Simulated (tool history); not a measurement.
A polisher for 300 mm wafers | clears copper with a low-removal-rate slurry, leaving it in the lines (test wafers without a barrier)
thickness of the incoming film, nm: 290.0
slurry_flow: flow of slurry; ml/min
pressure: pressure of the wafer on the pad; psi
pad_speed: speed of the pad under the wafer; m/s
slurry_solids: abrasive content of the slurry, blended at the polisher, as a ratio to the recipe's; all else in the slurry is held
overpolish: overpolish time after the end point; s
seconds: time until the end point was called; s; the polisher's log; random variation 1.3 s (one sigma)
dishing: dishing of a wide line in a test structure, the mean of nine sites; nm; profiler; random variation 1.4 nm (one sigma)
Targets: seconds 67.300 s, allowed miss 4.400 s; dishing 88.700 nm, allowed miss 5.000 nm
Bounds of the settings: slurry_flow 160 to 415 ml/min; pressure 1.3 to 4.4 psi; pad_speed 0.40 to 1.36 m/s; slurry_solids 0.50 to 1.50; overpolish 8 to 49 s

run	day	slurry_flow	pressure	pad_speed	slurry_solids	overpolish	seconds	dishing
1	0.000	265	2.8	0.88	1.00	25	135.590	43.229
2	0.325	265	3.1	0.90	1.00	25	117.660	49.207
3	0.642	265	3.1	0.90	1.00	20	118.740	41.433
4	0.675	265	3.5	0.90	1.00	20	105.310	45.183
5	0.942	265	3.6	0.94	1.00	21	94.701	51.352
6	1.196	265	3.7	0.96	1.00	22	93.149	54.470
7	1.450	265	3.8	0.98	1.00	23	86.795	56.569
8	1.654	265	3.9	1.00	1.00	25	85.387	67.084
9	1.933	265	4.0	1.02	1.00	25	79.675	67.642
10	2.175	265	4.1	1.04	1.00	26	77.913	73.261

5 next moves are on the table. One of them brings every result within its allowed miss. Which?
A	2.417	295	4.4	1.14	0.85	28	?	?
B	2.417	295	3.9	0.88	0.95	29	?	?
C	2.417	310	3.4	0.96	1.00	30	?	?
D	2.417	240	3.9	0.96	1.00	38	?	?
E	2.417	290	3.8	1.14	0.90	24	?	?

move	seconds	dishing
A	66.361	87.871
B	93.598	67.762
C	96.723	67.196
D	86.836	89.517
E	75.702	68.954
A: meets every target
B: further off than the last run
C: further off than the last run
D: brings the result that was furthest off to its target, and leaves another outside
E: further off than the last run
Answer: A

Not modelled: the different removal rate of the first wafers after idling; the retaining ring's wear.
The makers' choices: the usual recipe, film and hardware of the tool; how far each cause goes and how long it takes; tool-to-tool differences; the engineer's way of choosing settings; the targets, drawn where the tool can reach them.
